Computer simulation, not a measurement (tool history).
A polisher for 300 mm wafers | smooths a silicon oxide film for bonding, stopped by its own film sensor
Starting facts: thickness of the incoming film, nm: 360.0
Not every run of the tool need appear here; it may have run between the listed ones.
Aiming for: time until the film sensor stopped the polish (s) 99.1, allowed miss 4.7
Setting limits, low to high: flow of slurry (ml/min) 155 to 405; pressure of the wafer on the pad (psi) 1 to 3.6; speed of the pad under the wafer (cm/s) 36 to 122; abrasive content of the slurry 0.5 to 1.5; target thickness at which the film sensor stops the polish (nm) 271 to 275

run	hour	flow of slurry (ml/min)	pressure of the wafer on the pad (psi)	speed of the pad under the wafer (cm/s)	abrasive content of the slurry	target thickness at which the film sensor stops the polish (nm)	time until the film sensor stopped the polish (s)
1	0	260	2.3	78	1	275	141.74
2	3	260	2.3	78	1	275	143.98
3	4.5	260	2.3	78	1.1	275	135.93
4	6.3	295	2.3	78	1.1	275	135.8
5	10	295	2.4	78	1.1	275	129.08
6	11.8	295	2.5	78	1.1	275	126.31
# hour 14.2: head pressure recalibrated
7	14.2	295	2.6	78	1.1	275	115.13
8	18.6	295	2.8	78	1.1	275	105.5
9	22.2	295	2.9	78	1.1	275	107.24

5 candidate next runs follow, results not yet known. Just one meets every target within its allowed miss. Identify it.
A	25.8	305	2.8	68	1.1	271	?
B	25.8	295	2.9	66	1.15	275	?
C	25.8	360	2.8	110	0.8	274	?
D	25.8	330	3	72	0.95	271	?
E	25.8	265	3.3	70	0.95	274	?

move	time until the film sensor stopped the polish (s)
A	122.76
B	114.47
C	98.314
D	118.12
E	109.66
A: misses by more than the last run did
B: misses by more than the last run did
C: all results in spec
D: misses by more than the last run did
E: misses by more than the last run did
Move C is the one to make.
